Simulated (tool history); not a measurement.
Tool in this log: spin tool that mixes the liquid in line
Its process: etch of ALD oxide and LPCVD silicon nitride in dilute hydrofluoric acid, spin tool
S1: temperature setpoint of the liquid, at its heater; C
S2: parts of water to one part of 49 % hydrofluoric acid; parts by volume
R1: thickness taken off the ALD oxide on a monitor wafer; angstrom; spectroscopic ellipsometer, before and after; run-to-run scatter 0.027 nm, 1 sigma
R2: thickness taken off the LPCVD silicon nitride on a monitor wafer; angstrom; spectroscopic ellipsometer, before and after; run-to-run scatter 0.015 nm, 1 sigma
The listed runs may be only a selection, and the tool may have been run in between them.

{"run": 1, "day": 0.0, "S1": 24, "S2": 280, "time under the liquid (s)": 95, "R1": 48.804, "R2": 1.8223}
{"run": 2, "day": 0.15, "S1": 22.5, "S2": 280, "time under the liquid (s)": 95, "R1": 46.312, "R2": 1.7598}
{"run": 3, "day": 0.521, "S1": 22.5, "S2": 280, "time under the liquid (s)": 55, "R1": 26.626, "R2": 1.0454}
{"run": 4, "day": 0.696, "S1": 22.5, "S2": 370, "time under the liquid (s)": 55, "R1": 18.564, "R2": 0.86725}
{"run": 5, "day": 0.854, "S1": 25, "S2": 360, "time under the liquid (s)": 55, "R1": 20.899, "R2": 0.94528}
{"run": 6, "day": 0.967, "S1": 27, "S2": 350, "time under the liquid (s)": 55, "R1": 22.852, "R2": 1.2268}
{"run": 7, "day": 1.212, "S1": 27, "S2": 335, "time under the liquid (s)": 55, "R1": 24.672, "R2": 1.343}
{"run": 8, "day": 1.354, "S1": 27, "S2": 325, "time under the liquid (s)": 55, "R1": 25.606, "R2": 1.03}

What will run 9 give?
{"run": 9, "day": 1.55, "S1": 28, "S2": 325, "time under the liquid (s)": 55, "R1": "?", "R2": "?"}

{"run 9": {"R1": 26.864, "R2": 1.4545}}

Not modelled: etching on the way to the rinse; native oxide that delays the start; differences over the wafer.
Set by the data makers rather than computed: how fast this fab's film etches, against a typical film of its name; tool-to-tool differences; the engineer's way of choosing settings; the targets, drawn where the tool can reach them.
